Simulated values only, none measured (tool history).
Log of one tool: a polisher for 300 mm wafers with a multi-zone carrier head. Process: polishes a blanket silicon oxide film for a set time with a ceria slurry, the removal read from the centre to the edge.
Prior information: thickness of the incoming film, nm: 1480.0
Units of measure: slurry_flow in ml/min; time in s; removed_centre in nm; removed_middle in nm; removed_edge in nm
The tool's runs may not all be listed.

run 1 hour=0.0 | slurry_flow=150 centre_zone=1.00 middle_zone=1.00 edge_zone=1.00 time=37 | removed_centre=157.00 removed_middle=146.16 removed_edge=155.56
run 2 hour=7.8 | slurry_flow=150 centre_zone=1.00 middle_zone=1.00 edge_zone=1.00 time=44 | removed_centre=188.84 removed_middle=178.84 removed_edge=179.55
run 3 hour=9.2 | slurry_flow=150 centre_zone=1.06 middle_zone=1.00 edge_zone=1.00 time=44 | removed_centre=196.01 removed_middle=172.94 removed_edge=182.17
run 4 hour=12.4 | slurry_flow=150 centre_zone=1.06 middle_zone=1.00 edge_zone=0.92 time=44 | removed_centre=198.23 removed_middle=172.64 removed_edge=175.64
run 5 hour=17.3 | slurry_flow=145 centre_zone=1.03 middle_zone=0.99 edge_zone=0.91 time=42 | removed_centre=185.27 removed_middle=164.26 removed_edge=165.74
run 6 hour=24.4 | slurry_flow=145 centre_zone=1.03 middle_zone=0.99 edge_zone=0.91 time=46 | removed_centre=200.41 removed_middle=179.56 removed_edge=184.01
run 7 hour=27.6 | slurry_flow=145 centre_zone=1.01 middle_zone=0.99 edge_zone=0.91 time=44 | removed_centre=187.53 removed_middle=175.35 removed_edge=172.17
run 8 hour=31.6 | slurry_flow=140 centre_zone=0.99 middle_zone=0.97 edge_zone=0.91 time=43 | removed_centre=181.07 removed_middle=169.77 removed_edge=168.97
-- hour=37.7 centre zone pressure recalibrated
run 9 hour=37.7 | slurry_flow=135 centre_zone=0.98 middle_zone=0.96 edge_zone=0.91 time=41 | removed_centre=155.90 removed_middle=158.66 removed_edge=164.40
run 10 hour=45.4 | slurry_flow=135 centre_zone=0.99 middle_zone=0.96 edge_zone=0.90 time=40 | removed_centre=155.80 removed_middle=155.17 removed_edge=155.75
run 11 hour=52.6 | slurry_flow=135 centre_zone=1.00 middle_zone=0.95 edge_zone=0.89 time=39 | removed_centre=155.01 removed_middle=146.02 removed_edge=154.84
run 12 hour=61.4 | slurry_flow=135 centre_zone=1.00 middle_zone=0.95 edge_zone=0.88 time=38 | removed_centre=149.69 removed_middle=141.17 removed_edge=149.44
run 13 hour=62.8 | slurry_flow=130 centre_zone=1.00 middle_zone=0.95 edge_zone=0.87 time=37 | removed_centre=143.67 removed_middle=139.09 removed_edge=142.11

Run 14, settings as shown, results not yet in. Your forecast:
run 14 hour=69.6 | slurry_flow=125 centre_zone=1.00 middle_zone=0.95 edge_zone=0.86 time=37 | removed_centre=? removed_middle=? removed_edge=?

Run 14 came out at removed_centre 142.59 nm, removed_middle 136.13 nm, removed_edge 143.32 nm.
